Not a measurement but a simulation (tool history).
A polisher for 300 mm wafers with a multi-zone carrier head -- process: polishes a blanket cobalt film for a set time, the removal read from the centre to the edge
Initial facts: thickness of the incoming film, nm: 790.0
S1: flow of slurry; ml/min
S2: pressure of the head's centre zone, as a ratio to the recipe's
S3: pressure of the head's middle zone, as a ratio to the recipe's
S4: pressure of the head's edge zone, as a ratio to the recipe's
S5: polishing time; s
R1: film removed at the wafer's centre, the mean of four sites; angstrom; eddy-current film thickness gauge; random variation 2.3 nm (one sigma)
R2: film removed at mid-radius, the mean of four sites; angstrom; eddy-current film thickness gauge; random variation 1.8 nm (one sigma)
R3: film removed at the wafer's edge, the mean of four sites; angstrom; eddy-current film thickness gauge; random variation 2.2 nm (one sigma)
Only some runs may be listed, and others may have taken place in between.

run  hour   S1    S2    S3    S4  S5      R1      R2      R3
  1     0  185     1     1     1  52  2612.3  2548.9  2408.7
  2   4.2  200     1     1     1  52  2587.5  2599.5    2437
  3   6.2  200     1     1  1.04  52    2580  2606.1  2521.2
  4  13.4  200     1  0.94  1.04  52  2598.3  2487.7  2467.1
  5  17.9  200     1  0.94  0.97  52  2582.5  2522.8  2451.4
  6  19.8  185  1.02  0.95  0.95  50    2481  2409.4  2295.5

Estimate the outcome of run 7 from the log above:
  7  22.6  175  1.05  0.95  0.93  49   ?   ?   ?

R1: 2490.8 angstrom
R2: 2306.9 angstrom
R3: 2231.6 angstrom
